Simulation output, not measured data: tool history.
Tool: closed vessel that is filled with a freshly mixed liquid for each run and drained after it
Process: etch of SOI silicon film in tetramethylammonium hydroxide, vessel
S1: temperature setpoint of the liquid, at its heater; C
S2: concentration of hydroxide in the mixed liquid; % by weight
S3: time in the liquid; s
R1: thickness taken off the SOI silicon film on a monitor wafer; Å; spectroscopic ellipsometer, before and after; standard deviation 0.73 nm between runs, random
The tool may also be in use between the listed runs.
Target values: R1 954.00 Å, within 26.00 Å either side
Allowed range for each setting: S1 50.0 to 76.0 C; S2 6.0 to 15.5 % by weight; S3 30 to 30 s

{"run": 1, "hour": 0.0, "S1": 63.0, "S2": 10.5, "S3": 30, "R1": 1449.3}
{"run": 2, "hour": 1.5, "S1": 63.0, "S2": 12.0, "S3": 30, "R1": 1363.7}
{"run": 3, "hour": 9.4, "S1": 61.0, "S2": 12.0, "S3": 30, "R1": 1210.3}
{"run": 4, "hour": 17.3, "S1": 61.0, "S2": 12.0, "S3": 30, "R1": 1217.1}
{"run": 5, "hour": 18.5, "S1": 66.0, "S2": 12.0, "S3": 30, "R1": 1660.7}
{"run": 6, "hour": 19.5, "S1": 66.0, "S2": 12.0, "S3": 30, "R1": 1648.5}
{"run": 7, "hour": 20.4, "S1": 59.5, "S2": 12.0, "S3": 30, "R1": 1113.2}
{"run": 8, "hour": 27.5, "S1": 58.5, "S2": 12.0, "S3": 30, "R1": 1035.1}
{"run": 9, "hour": 29.4, "S1": 58.0, "S2": 12.0, "S3": 30, "R1": 1001.9}

Pick the move, out of 4, that brings all results within their allowed miss; only one does.
{"run": "A", "hour": 31.3, "S1": 56.5, "S2": 12.0, "S3": 30, "R1": "?"}
{"run": "B", "hour": 31.3, "S1": 59.0, "S2": 15.0, "S3": 30, "R1": "?"}
{"run": "C", "hour": 31.3, "S1": 58.5, "S2": 12.0, "S3": 30, "R1": "?"}
{"run": "D", "hour": 31.3, "S1": 56.0, "S2": 11.5, "S3": 30, "R1": "?"}

move=A R1=917.54
move=B R1=966.44
move=C R1=1042.20
move=D R1=903.60
A: pushes the last run's worst result past its target
B: hits every target within its allowed miss
C: the biggest miss grows against the last run
D: pushes the last run's worst result past its target
Go with B: it meets all targets.
